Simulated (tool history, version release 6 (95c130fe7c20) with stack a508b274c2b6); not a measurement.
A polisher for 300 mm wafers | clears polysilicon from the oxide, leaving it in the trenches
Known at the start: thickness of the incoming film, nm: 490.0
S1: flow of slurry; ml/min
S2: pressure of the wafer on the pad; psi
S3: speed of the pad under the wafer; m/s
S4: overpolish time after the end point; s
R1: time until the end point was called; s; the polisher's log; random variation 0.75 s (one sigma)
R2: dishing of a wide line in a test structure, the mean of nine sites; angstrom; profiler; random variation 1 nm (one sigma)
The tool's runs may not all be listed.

| run | hour | S1 | S2 | S3 | S4 | R1 | R2 |
|---|---|---|---|---|---|---|---|
| 1 | 0 | 245 | 1.7 | 1.22 | 13 | 40.384 | 629.62 |
| 2 | 8.6 | 245 | 1.4 | 1.2 | 13 | 49.134 | 559.23 |
| 3 | 17.3 | 280 | 1.4 | 1.2 | 13 | 47.647 | 563.65 |
| 4 | 23.3 | 265 | 1.2 | 1.18 | 15 | 57.019 | 570.79 |
| 5 | 28.6 | 305 | 1.2 | 1.18 | 15 | 56.721 | 568.63 |
| 6 | 30.9 | 275 | 1.2 | 1.18 | 15 | 56.64 | 580.13 |
| 7 | 39.4 | 275 | 0.8 | 1.16 | 14 | 83.648 | 458.8 |
| 8 | 44.7 | 275 | 1 | 1.16 | 18 | 69.487 | 567.88 |
| 9 | 48.2 | 270 | 1 | 1.16 | 18 | 69.324 | 567.57 |
| 10 | 55.7 | 265 | 1 | 1.16 | 18 | 69.848 | 559.44 |
| 11 | 64.4 | 260 | 1 | 1.16 | 18 | 69.067 | 586.62 |

The next listed run, before its measurement:
| 12 | 66.6 | 260 | 1 | 1.16 | 17 | ? | ? |

Run 12 gave R1 69.78 s, R2 570.94 angstrom.
